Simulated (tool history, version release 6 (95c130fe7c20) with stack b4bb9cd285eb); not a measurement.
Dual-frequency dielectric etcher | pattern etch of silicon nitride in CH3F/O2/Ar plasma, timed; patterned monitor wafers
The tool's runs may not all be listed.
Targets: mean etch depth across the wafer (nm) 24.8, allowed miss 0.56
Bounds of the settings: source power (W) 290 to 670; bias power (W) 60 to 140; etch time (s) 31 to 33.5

| run | hour | source power (W) | bias power (W) | etch time (s) | mean etch depth across the wafer (nm) |
|---|---|---|---|---|---|
| 1 | 0 | 480 | 100 | 33.5 | 28.493 |
| 2 | 5.2 | 480 | 100 | 33.5 | 28.279 |
| 3 | 12.1 | 560 | 100 | 33.5 | 30.294 |
| 4 | 18.9 | 560 | 100 | 31 | 28.402 |
| 5 | 26.9 | 560 | 100 | 33.5 | 30.914 |
| 6 | 28.1 | 560 | 94 | 33.5 | 29.802 |
| 7 | 37 | 460 | 84 | 33.5 | 26.914 |
| 8 | 44.2 | 440 | 82 | 33.5 | 26.297 |
| 9 | 52.5 | 420 | 81 | 33.5 | 25.509 |

4 next moves are on the table. One of them brings every result within its allowed miss. Which?
| A | 60.8 | 410 | 95 | 33.5 | ? |
| B | 60.8 | 410 | 88 | 32.5 | ? |
| C | 60.8 | 420 | 97 | 33.5 | ? |
| D | 60.8 | 460 | 81 | 33.5 | ? |

| move | mean etch depth across the wafer (nm) |
|---|---|
| A | 26.323 |
| B | 25.025 |
| C | 26.759 |
| D | 26.59 |
A: further off than the last run
B: meets every target
C: further off than the last run
D: further off than the last run
Move B is the one to make.
